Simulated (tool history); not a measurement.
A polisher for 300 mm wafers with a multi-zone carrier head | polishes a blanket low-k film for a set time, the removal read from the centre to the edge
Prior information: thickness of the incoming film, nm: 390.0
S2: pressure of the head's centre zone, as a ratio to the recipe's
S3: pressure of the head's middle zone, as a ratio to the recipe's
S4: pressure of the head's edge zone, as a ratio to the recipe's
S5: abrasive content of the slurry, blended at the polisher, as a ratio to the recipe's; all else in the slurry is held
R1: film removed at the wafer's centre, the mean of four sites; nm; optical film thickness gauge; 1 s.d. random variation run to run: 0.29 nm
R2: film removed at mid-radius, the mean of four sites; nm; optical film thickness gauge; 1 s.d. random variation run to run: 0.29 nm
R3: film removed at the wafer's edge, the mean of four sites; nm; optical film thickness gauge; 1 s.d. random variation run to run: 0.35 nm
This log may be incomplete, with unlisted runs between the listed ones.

Run 1, day 0.000: flow of slurry (ml/min) 125, S2 1.00, S3 1.00, S4 1.00, S5 1.00, polishing time (s) 78. Result: R1 26.765 nm, R2 26.218 nm, R3 26.309 nm.
Run 2, day 0.071: flow of slurry (ml/min) 125, S2 0.95, S3 0.97, S4 1.06, S5 1.05, polishing time (s) 78. Result: R1 25.175 nm, R2 25.769 nm, R3 27.457 nm.
Run 3, day 0.233: flow of slurry (ml/min) 125, S2 0.93, S3 0.95, S4 1.10, S5 1.10, polishing time (s) 78. Result: R1 25.391 nm, R2 26.321 nm, R3 28.436 nm.
Run 4, day 0.329: flow of slurry (ml/min) 120, S2 0.90, S3 0.91, S4 1.13, S5 1.15, polishing time (s) 79. Result: R1 24.867 nm, R2 25.484 nm, R3 30.108 nm.
Run 5, day 0.492: flow of slurry (ml/min) 120, S2 0.90, S3 0.91, S4 1.13, S5 1.15, polishing time (s) 88. Result: R1 28.017 nm, R2 28.681 nm, R3 32.881 nm.
Run 6, day 0.812: flow of slurry (ml/min) 110, S2 0.89, S3 0.90, S4 1.14, S5 1.15, polishing time (s) 88. Result: R1 26.792 nm, R2 27.995 nm, R3 32.366 nm.
Run 7, day 1.179: flow of slurry (ml/min) 105, S2 0.88, S3 0.89, S4 1.15, S5 1.15, polishing time (s) 88. Result: R1 26.773 nm, R2 28.013 nm, R3 32.687 nm.

Run 8 has not been measured yet. What should we expect?
Run 8, day 1.246: flow of slurry (ml/min) 100, S2 0.87, S3 0.87, S4 1.15, S5 1.15, polishing time (s) 88. Result: R1 ?, R2 ?, R3 ?.

R1: 26.064 nm
R2: 27.017 nm
R3: 32.664 nm

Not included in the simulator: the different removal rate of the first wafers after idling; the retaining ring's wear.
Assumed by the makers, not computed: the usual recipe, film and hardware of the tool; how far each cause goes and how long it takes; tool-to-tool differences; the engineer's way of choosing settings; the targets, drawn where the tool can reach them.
